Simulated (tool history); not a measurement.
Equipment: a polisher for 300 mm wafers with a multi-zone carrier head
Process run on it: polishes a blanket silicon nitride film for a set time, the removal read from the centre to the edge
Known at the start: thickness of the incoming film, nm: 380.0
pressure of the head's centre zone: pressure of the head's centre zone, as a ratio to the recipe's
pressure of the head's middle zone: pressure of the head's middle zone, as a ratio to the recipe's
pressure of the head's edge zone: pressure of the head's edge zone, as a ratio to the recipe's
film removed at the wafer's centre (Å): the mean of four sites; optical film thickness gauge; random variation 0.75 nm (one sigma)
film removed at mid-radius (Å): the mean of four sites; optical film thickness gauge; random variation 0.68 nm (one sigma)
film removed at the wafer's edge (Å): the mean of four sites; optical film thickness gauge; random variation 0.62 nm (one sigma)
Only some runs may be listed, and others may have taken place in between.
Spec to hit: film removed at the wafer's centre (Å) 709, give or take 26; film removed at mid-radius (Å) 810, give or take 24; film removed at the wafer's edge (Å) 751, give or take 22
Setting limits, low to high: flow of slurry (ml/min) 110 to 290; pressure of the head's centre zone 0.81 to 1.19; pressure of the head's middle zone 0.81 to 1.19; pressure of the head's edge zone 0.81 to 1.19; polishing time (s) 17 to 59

| run | hour | flow of slurry (ml/min) | pressure of the head's centre zone | pressure of the head's middle zone | pressure of the head's edge zone | polishing time (s) | film removed at the wafer's centre (Å) | film removed at mid-radius (Å) | film removed at the wafer's edge (Å) |
|---|---|---|---|---|---|---|---|---|---|
| 1 | 0 | 185 | 1 | 1 | 1 | 38 | 515.84 | 531.05 | 546.29 |
| 2 | 1.1 | 185 | 1 | 1 | 0.97 | 38 | 519.55 | 528.95 | 533.33 |
| 3 | 4.5 | 150 | 1 | 1 | 0.97 | 38 | 489.68 | 515.98 | 522.71 |
| 4 | 6.8 | 175 | 1 | 1 | 0.97 | 38 | 510.79 | 529.5 | 539.71 |
| 5 | 15.4 | 175 | 1 | 1.05 | 0.97 | 38 | 507.59 | 557.43 | 531.82 |
| 6 | 17.6 | 175 | 1 | 1.05 | 1.05 | 38 | 510.06 | 551.44 | 554.16 |
| 7 | 22.9 | 180 | 1 | 1.06 | 1.06 | 39 | 532.03 | 574.09 | 584.85 |
| 8 | 29.4 | 230 | 1.03 | 1.16 | 1.05 | 46 | 670.93 | 758.35 | 701.9 |
| 9 | 35.4 | 245 | 1.03 | 1.18 | 1.08 | 47 | 678.16 | 793.56 | 722.35 |

Which single option among these 5 for the next run brings every result within its allowed miss of target? Just one does.
| A | 41.4 | 190 | 1.03 | 1.17 | 1.09 | 47 | ? | ? | ? |
| B | 41.4 | 210 | 1.07 | 1.09 | 1 | 48 | ? | ? | ? |
| C | 41.4 | 255 | 1.05 | 1.14 | 1.16 | 47 | ? | ? | ? |
| D | 41.4 | 240 | 0.96 | 1.18 | 1.14 | 48 | ? | ? | ? |
| E | 41.4 | 255 | 1 | 1.14 | 1.04 | 49 | ? | ? | ? |

| move | film removed at the wafer's centre (Å) | film removed at mid-radius (Å) | film removed at the wafer's edge (Å) |
|---|---|---|---|
| A | 661.9 | 767.18 | 718.58 |
| B | 713.85 | 748.15 | 711.7 |
| C | 706.33 | 781.21 | 764.58 |
| D | 653.59 | 816.02 | 769.05 |
| E | 701.07 | 814.81 | 754.3 |
A: its largest miss is bigger than the last run's
B: its largest miss is bigger than the last run's
C: the worst result of the last run now meets its target, but another is out of spec
D: the worst result of the last run now meets its target, but another is out of spec
E: meets every target
Correct choice: E, which meets every target
